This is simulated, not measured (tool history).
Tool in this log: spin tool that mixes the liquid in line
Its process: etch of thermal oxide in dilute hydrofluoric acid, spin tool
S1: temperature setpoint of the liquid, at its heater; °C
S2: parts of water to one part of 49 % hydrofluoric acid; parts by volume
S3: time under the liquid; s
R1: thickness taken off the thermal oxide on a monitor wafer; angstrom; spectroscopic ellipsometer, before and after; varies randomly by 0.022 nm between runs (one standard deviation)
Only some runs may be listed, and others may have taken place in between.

| run | hour | S1 | S2 | S3 | R1 |
|---|---|---|---|---|---|
| 1 | 0 | 22 | 105 | 290 | 128.48 |
| 2 | 6.3 | 21 | 115 | 290 | 111.4 |
| 3 | 8.5 | 20.5 | 120 | 290 | 103.93 |
| 4 | 15.2 | 20.5 | 120 | 290 | 104.49 |
| 5 | 20 | 23.5 | 120 | 290 | 117.27 |
| 6 | 22.9 | 23.5 | 120 | 290 | 117.55 |
| 7 | 29 | 22.5 | 125 | 290 | 108.11 |
| 8 | 34.2 | 21.5 | 130 | 290 | 99.333 |
| 9 | 37.7 | 21 | 135 | 290 | 92.556 |

Run 10 has not been measured yet. What should we expect?
| 10 | 44.3 | 20.5 | 140 | 290 | ? |

Run 10 yielded R1 88.268 angstrom.
